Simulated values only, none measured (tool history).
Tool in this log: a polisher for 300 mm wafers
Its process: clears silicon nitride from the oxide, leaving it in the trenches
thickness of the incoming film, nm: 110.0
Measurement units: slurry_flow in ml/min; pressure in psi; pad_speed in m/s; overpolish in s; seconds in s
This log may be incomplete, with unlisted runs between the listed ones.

run,day,slurry_flow,pressure,pad_speed,overpolish,seconds
1,0,310,1.8,1.14,23,133.38
2,0.079,310,1.6,1.08,23,156.84
3,0.275,310,1.4,1.02,23,196.68
4,0.442,310,1.7,1.02,23,159.8
5,0.521,310,1.5,1,23,184.59
6,0.725,310,1.5,1,23,179.65
7,0.767,310,1.4,0.98,23,201.67
8,1.025,310,1.3,0.98,23,224.51

Expected results for the next run?
9,1.212,310,1.2,0.98,23,?

Run 9 yielded seconds 235.07 s.
